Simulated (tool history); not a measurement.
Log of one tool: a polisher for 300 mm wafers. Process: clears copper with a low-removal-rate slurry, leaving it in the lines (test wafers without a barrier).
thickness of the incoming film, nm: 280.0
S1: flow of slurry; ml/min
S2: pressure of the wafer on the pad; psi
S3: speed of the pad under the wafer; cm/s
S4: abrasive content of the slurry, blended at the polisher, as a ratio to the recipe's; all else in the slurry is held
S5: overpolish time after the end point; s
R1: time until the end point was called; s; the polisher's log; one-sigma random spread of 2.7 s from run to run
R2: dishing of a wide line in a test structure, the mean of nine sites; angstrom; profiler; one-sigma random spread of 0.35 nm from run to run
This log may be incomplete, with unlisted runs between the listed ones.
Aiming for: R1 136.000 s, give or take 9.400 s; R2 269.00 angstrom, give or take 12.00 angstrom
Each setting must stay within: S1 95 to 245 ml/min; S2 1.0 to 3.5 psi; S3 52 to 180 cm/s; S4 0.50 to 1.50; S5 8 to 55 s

run,hour,S1,S2,S3,S4,S5,R1,R2
1,0.0,155,2.2,116,1.00,28,116.200,396.89
2,8.1,155,2.5,116,1.00,28,104.080,432.57
3,13.9,155,2.5,116,1.00,35,103.820,530.26
4,16.9,185,2.5,116,1.00,35,104.160,529.20
5,18.5,185,2.5,130,1.00,35,95.254,592.00
6,26.1,185,2.5,130,1.00,27,93.476,460.75
7,28.8,190,1.9,128,1.00,20,113.150,291.39
8,36.5,155,1.5,124,1.00,24,152.920,280.54

Consider the 4 candidate settings below. Which is the only one whose results all fall within their allowed miss of target?
A,44.2,145,1.8,128,0.80,21,?,?
B,44.2,145,1.6,124,1.15,19,?,?
C,44.2,160,1.7,112,0.95,27,?,?
D,44.2,140,1.3,122,1.20,29,?,?

move,R1,R2
A,133.290,269.05
B,135.760,240.87
C,146.350,308.62
D,158.400,302.85
A: hits every target within its allowed miss
B: the worst result of the last run now meets its target, but another is out of spec
C: the biggest miss grows against the last run
D: the biggest miss grows against the last run
Correct choice: A, which meets every target

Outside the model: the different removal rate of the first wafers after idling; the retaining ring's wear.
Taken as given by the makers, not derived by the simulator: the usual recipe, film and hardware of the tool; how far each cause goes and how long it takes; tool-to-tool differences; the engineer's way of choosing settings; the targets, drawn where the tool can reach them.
